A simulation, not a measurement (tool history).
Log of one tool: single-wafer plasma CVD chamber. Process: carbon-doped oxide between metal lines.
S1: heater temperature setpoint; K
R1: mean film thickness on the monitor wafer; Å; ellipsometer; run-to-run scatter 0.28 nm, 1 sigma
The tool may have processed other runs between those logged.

Run 1, day 0: S1 633.15 K, chamber pressure (mTorr) 5440, RF power (kW) 0.455, deposition time (s) 16.2. Result: R1 811.21 Å.
Run 2, day 0.208: S1 633.15 K, chamber pressure (mTorr) 4470, RF power (kW) 0.455, deposition time (s) 16.2. Result: R1 781.76 Å.
Run 3, day 0.262: S1 641.15 K, chamber pressure (mTorr) 4470, RF power (kW) 0.455, deposition time (s) 16.2. Result: R1 771.39 Å.
Run 4, day 0.45: S1 641.15 K, chamber pressure (mTorr) 4470, RF power (kW) 0.455, deposition time (s) 16.2. Result: R1 774.92 Å.
Run 5, day 0.508: S1 642.15 K, chamber pressure (mTorr) 4300, RF power (kW) 0.445, deposition time (s) 16.2. Result: R1 753.58 Å.
Run 6, day 0.767: S1 642.15 K, chamber pressure (mTorr) 4300, RF power (kW) 0.445, deposition time (s) 16.2. Result: R1 754.71 Å.
Run 7, day 0.862: S1 643.15 K, chamber pressure (mTorr) 4150, RF power (kW) 0.44, deposition time (s) 16.2. Result: R1 741.6 Å.

Run 8, settings as shown, results not yet in. Your forecast:
Run 8, day 1.133: S1 644.15 K, chamber pressure (mTorr) 4020, RF power (kW) 0.435, deposition time (s) 16.2. Result: R1 ?.

Run 8 measured R1 732.69 Å.
